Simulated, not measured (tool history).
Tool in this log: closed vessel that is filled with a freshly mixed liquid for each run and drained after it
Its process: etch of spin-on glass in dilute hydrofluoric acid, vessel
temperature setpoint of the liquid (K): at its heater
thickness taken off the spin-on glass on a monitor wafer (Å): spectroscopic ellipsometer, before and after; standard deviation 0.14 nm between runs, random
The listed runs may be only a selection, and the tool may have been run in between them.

run	day	temperature setpoint of the liquid (K)	parts of water to one part of 49 % hydrofluoric acid (parts by volume)	time in the liquid (s)	thickness taken off the spin-on glass on a monitor wafer (Å)
1	0.000	295.15	45	35	477.16
2	0.321	295.15	55	35	391.06
3	0.504	295.15	50	35	428.61
4	0.875	293.65	50	35	404.58
5	1.108	292.65	50	35	387.02
6	1.312	291.65	50	35	371.47

What does the tool deliver on the next run?
7	1.471	291.15	50	35	?

{"run 7": {"thickness taken off the spin-on glass on a monitor wafer (Å)": 362.37}}
